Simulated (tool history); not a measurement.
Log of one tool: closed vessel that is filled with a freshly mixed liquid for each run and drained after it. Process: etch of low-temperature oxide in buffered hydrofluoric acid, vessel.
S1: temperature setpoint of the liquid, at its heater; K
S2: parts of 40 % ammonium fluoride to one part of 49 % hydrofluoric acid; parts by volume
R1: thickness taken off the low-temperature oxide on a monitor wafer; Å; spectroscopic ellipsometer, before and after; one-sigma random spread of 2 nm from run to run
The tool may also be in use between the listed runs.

{"run": 1, "hour": 0.0, "S1": 297.15, "S2": 12, "time in the liquid (s)": 105, "R1": 2990.1}
{"run": 2, "hour": 4.7, "S1": 297.15, "S2": 10, "time in the liquid (s)": 105, "R1": 3513.1}
{"run": 3, "hour": 7.5, "S1": 297.15, "S2": 10, "time in the liquid (s)": 110, "R1": 3624.3}
{"run": 4, "hour": 16.1, "S1": 295.65, "S2": 10.5, "time in the liquid (s)": 110, "R1": 3272}
{"run": 5, "hour": 24.0, "S1": 294.15, "S2": 10.5, "time in the liquid (s)": 110, "R1": 2990.7}
{"run": 6, "hour": 24.7, "S1": 293.15, "S2": 10.5, "time in the liquid (s)": 110, "R1": 2825}

Run 7, settings as shown, results not yet in. Your forecast:
{"run": 7, "hour": 30.1, "S1": 292.65, "S2": 10.5, "time in the liquid (s)": 110, "R1": "?"}

R1: 2756.5 Å
